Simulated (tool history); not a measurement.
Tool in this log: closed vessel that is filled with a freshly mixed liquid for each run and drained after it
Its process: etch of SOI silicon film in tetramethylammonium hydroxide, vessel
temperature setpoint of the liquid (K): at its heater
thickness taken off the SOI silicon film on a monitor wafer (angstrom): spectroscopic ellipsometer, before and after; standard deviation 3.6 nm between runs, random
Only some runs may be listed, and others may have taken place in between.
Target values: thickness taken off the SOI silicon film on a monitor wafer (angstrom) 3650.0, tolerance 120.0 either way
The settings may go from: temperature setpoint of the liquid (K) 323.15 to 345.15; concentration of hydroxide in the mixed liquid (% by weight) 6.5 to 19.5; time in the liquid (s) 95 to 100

run    day  temperature setpoint of the liquid (K)  concentration of hydroxide in the mixed liquid (% by weight)  time in the liquid (s)  thickness taken off the SOI silicon film on a monitor wafer (angstrom)
  1  0.000                                  332.15                                                          13.0                      95                                                                  3033.1
  2  0.246                                  332.65                                                          13.0                      95                                                                  3139.7
  3  0.383                                  329.65                                                          13.0                      95                                                                  2634.4
  4  0.650                                  329.65                                                          13.0                      95                                                                  2633.7
  5  0.862                                  329.65                                                          16.0                      95                                                                  2349.8
  6  1.158                                  331.15                                                          16.0                      95                                                                  2637.6
  7  1.271                                  331.15                                                          16.0                      95                                                                  2580.8
  8  1.567                                  332.15                                                          16.0                      95                                                                  2771.6

Exercise: of the 5 proposed moves below, exactly one satisfies all targets within the stated allowed misses. Which move is it?
  A  1.862                                  325.65                                                          16.0                      95                                                                       ?
  B  1.862                                  338.15                                                          16.0                      95                                                                       ?
  C  1.862                                  335.65                                                          16.0                     100                                                                       ?
  D  1.862                                  328.15                                                          17.0                      95                                                                       ?
  E  1.862                                  334.15                                                          16.0                     100                                                                       ?

move  thickness taken off the SOI silicon film on a monitor wafer (angstrom)
   A                                                                  1825.2
   B                                                                  4014.1
   C                                                                  3628.6
   D                                                                  2101.9
   E                                                                  3308.2
A: its largest miss is bigger than the last run's
B: the result that was furthest off in the last run now lies on the other side of its target
C: every result within its allowed miss
D: its largest miss is bigger than the last run's
E: closes in on the targets versus the last run, not all within tolerance yet
The move that meets every target is C.
